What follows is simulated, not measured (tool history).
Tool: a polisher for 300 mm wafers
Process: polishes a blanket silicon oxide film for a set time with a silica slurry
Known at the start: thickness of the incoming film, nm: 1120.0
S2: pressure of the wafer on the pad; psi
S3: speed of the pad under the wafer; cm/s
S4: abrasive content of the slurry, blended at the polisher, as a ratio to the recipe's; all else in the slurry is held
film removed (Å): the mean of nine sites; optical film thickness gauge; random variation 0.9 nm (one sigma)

run 1 day=0 | flow_of_slurry_(ml/min)=175 S2=2.9 S3=102 S4=1 polishing_time_(s)=66 | film_removed_(Å)=1498.4
run 2 day=0.292 | flow_of_slurry_(ml/min)=175 S2=2.9 S3=88 S4=1 polishing_time_(s)=66 | film_removed_(Å)=1392.8
run 3 day=0.375 | flow_of_slurry_(ml/min)=175 S2=2.9 S3=88 S4=1 polishing_time_(s)=69 | film_removed_(Å)=1444.1
run 4 day=0.725 | flow_of_slurry_(ml/min)=170 S2=2.7 S3=88 S4=1 polishing_time_(s)=69 | film_removed_(Å)=1362.4
run 5 day=0.846 | flow_of_slurry_(ml/min)=170 S2=2.7 S3=88 S4=1.2 polishing_time_(s)=69 | film_removed_(Å)=1471.2
run 6 day=1 | flow_of_slurry_(ml/min)=170 S2=2.7 S3=88 S4=1.2 polishing_time_(s)=66 | film_removed_(Å)=1381.7
run 7 day=1.267 | flow_of_slurry_(ml/min)=165 S2=2.5 S3=88 S4=1.2 polishing_time_(s)=66 | film_removed_(Å)=1281.4
run 8 day=1.317 | flow_of_slurry_(ml/min)=160 S2=2.4 S3=88 S4=1.2 polishing_time_(s)=66 | film_removed_(Å)=1241.3
run 9 day=1.617 | flow_of_slurry_(ml/min)=150 S2=2 S3=88 S4=1.2 polishing_time_(s)=66 | film_removed_(Å)=1029.2
run 10 day=1.942 | flow_of_slurry_(ml/min)=155 S2=2 S3=88 S4=1.2 polishing_time_(s)=66 | film_removed_(Å)=1035.4

Run 11 comes next. What will it give?
run 11 day=1.967 | flow_of_slurry_(ml/min)=160 S2=2 S3=88 S4=1.2 polishing_time_(s)=66 | film_removed_(Å)=?

{"run 11": {"film removed (Å)": 1026.5}}
